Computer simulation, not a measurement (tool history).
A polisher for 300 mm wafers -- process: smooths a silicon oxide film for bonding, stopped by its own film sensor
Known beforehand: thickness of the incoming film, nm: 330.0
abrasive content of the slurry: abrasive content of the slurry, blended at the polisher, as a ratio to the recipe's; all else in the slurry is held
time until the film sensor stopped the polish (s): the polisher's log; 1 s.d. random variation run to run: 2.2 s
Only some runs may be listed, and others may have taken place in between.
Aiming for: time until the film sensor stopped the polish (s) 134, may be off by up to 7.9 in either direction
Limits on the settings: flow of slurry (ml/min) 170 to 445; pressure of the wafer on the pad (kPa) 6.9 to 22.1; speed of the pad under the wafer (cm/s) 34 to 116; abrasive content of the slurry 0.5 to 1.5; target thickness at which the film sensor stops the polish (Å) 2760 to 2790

| run | hour | flow of slurry (ml/min) | pressure of the wafer on the pad (kPa) | speed of the pad under the wafer (cm/s) | abrasive content of the slurry | target thickness at which the film sensor stops the polish (Å) | time until the film sensor stopped the polish (s) |
|---|---|---|---|---|---|---|---|
| 1 | 0 | 285 | 14.5 | 74 | 1 | 2790 | 98.42 |
| 2 | 0.7 | 285 | 13.8 | 74 | 1 | 2790 | 101.78 |
| 3 | 1.9 | 325 | 13.8 | 74 | 1 | 2790 | 104.86 |
| 4 | 7.1 | 325 | 13.1 | 74 | 1 | 2790 | 107.36 |
| 5 | 9 | 325 | 12.4 | 74 | 1 | 2790 | 106.62 |
| 6 | 16.4 | 325 | 12.4 | 74 | 1 | 2760 | 117.74 |
| 7 | 25.3 | 325 | 11.7 | 74 | 1 | 2760 | 119.85 |
| 8 | 33.8 | 325 | 11 | 74 | 1 | 2760 | 122.2 |

Which one of the following 4 next-run settings gets every result inside its allowed miss? There is exactly one.
| A | 42.3 | 390 | 16.5 | 66 | 0.85 | 2760 | ? |
| B | 42.3 | 240 | 11 | 78 | 1.05 | 2790 | ? |
| C | 42.3 | 310 | 11.7 | 74 | 0.95 | 2790 | ? |
| D | 42.3 | 415 | 15.2 | 44 | 1.05 | 2770 | ? |

| move | time until the film sensor stopped the polish (s) |
|---|---|
| A | 107.07 |
| B | 113.74 |
| C | 114.44 |
| D | 137.45 |
A: moves away from the targets compared with the last run
B: moves away from the targets compared with the last run
C: moves away from the targets compared with the last run
D: each result inside its tolerance
The right move is D.
